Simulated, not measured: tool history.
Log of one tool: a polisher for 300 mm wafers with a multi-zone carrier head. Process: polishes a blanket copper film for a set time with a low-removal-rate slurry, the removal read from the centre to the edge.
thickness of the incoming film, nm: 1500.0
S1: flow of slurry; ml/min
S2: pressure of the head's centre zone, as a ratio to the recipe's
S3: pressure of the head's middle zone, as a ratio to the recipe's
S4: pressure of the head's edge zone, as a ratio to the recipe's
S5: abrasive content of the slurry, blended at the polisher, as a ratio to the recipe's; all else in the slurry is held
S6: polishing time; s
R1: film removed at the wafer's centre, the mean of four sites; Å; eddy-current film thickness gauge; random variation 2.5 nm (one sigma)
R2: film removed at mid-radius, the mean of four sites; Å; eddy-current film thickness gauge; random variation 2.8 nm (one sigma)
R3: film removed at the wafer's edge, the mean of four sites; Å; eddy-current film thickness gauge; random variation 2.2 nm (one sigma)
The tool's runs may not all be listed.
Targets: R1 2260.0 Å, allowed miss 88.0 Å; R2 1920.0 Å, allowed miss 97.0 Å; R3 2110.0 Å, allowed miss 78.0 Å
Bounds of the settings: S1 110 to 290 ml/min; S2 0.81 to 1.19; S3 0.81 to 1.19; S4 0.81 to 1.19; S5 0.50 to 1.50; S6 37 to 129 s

| run | day | S1 | S2 | S3 | S4 | S5 | S6 | R1 | R2 | R3 |
|---|---|---|---|---|---|---|---|---|---|---|
| 1 | 0.000 | 185 | 1.00 | 1.00 | 1.00 | 1.00 | 83 | 2497.9 | 2510.2 | 2612.3 |
| 2 | 0.192 | 185 | 1.01 | 0.98 | 0.98 | 0.95 | 82 | 2435.1 | 2409.0 | 2503.0 |
| 3 | 0.371 | 145 | 1.01 | 0.98 | 0.98 | 0.95 | 82 | 2301.9 | 2263.3 | 2400.8 |
| 4 | 0.521 | 140 | 1.02 | 0.97 | 0.97 | 0.95 | 82 | 2208.1 | 2211.8 | 2382.7 |
| 5 | 0.762 | 140 | 1.06 | 0.97 | 0.97 | 0.95 | 82 | 2313.1 | 2150.7 | 2380.7 |
| 6 | 0.921 | 140 | 1.07 | 0.97 | 0.95 | 0.95 | 82 | 2377.0 | 2152.7 | 2351.6 |
| 7 | 0.942 | 140 | 1.07 | 0.97 | 0.94 | 0.95 | 82 | 2341.7 | 2165.8 | 2329.5 |
| 8 | 1.196 | 140 | 1.08 | 0.96 | 0.93 | 0.95 | 82 | 2331.8 | 2139.6 | 2323.1 |
| 9 | 1.479 | 140 | 1.09 | 0.96 | 0.92 | 0.95 | 82 | 2374.6 | 2127.5 | 2311.1 |
| 10 | 1.675 | 140 | 1.09 | 0.96 | 0.91 | 0.95 | 82 | 2447.6 | 2151.3 | 2334.3 |
| 11 | 1.754 | 140 | 1.09 | 0.96 | 0.91 | 0.90 | 82 | 2342.1 | 2122.2 | 2264.6 |

Which of these 4 next moves meets every target?
| A | 1.833 | 210 | 1.15 | 1.17 | 0.81 | 0.75 | 72 | ? | ? | ? |
| B | 1.833 | 175 | 1.13 | 1.03 | 0.87 | 1.00 | 79 | ? | ? | ? |
| C | 1.833 | 110 | 0.96 | 1.05 | 0.85 | 0.90 | 100 | ? | ? | ? |
| D | 1.833 | 130 | 1.15 | 0.96 | 0.93 | 0.95 | 75 | ? | ? | ? |

| move | R1 | R2 | R3 |
|---|---|---|---|
| A | 2397.2 | 2374.6 | 1961.0 |
| B | 2589.4 | 2356.8 | 2267.1 |
| C | 2255.6 | 2526.6 | 2501.3 |
| D | 2222.7 | 1900.4 | 2059.1 |
A: further off than the last run
B: further off than the last run
C: further off than the last run
D: meets every target
Answer: D
